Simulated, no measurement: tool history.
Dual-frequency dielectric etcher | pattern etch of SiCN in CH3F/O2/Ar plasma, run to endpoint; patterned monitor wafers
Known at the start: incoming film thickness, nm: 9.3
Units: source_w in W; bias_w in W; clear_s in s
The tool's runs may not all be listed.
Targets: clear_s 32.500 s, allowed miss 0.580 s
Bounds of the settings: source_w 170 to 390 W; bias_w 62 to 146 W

run 1 hour=0.0 | source_w=280 bias_w=104 | clear_s=24.913
run 2 hour=8.8 | source_w=320 bias_w=104 | clear_s=23.205
run 3 hour=11.0 | source_w=320 bias_w=94 | clear_s=24.391
run 4 hour=14.7 | source_w=360 bias_w=94 | clear_s=22.887
run 5 hour=18.8 | source_w=300 bias_w=87 | clear_s=26.340
run 6 hour=25.0 | source_w=340 bias_w=87 | clear_s=24.486
run 7 hour=29.9 | source_w=280 bias_w=79 | clear_s=28.746
run 8 hour=33.0 | source_w=260 bias_w=78 | clear_s=30.310
run 9 hour=33.7 | source_w=250 bias_w=78 | clear_s=30.927
run 10 hour=40.9 | source_w=240 bias_w=78 | clear_s=31.546

Which of these 5 next moves meets every target?
run A hour=48.1 | source_w=260 bias_w=74 | clear_s=?
run B hour=48.1 | source_w=220 bias_w=85 | clear_s=?
run C hour=48.1 | source_w=240 bias_w=88 | clear_s=?
run D hour=48.1 | source_w=270 bias_w=72 | clear_s=?
run E hour=48.1 | source_w=300 bias_w=62 | clear_s=?

move=A clear_s=31.200
move=B clear_s=32.300
move=C clear_s=29.919
move=D clear_s=30.939
move=E clear_s=31.527
A: further off than the last run
B: meets every target
C: further off than the last run
D: further off than the last run
E: as far off as the last run
The right move is B.

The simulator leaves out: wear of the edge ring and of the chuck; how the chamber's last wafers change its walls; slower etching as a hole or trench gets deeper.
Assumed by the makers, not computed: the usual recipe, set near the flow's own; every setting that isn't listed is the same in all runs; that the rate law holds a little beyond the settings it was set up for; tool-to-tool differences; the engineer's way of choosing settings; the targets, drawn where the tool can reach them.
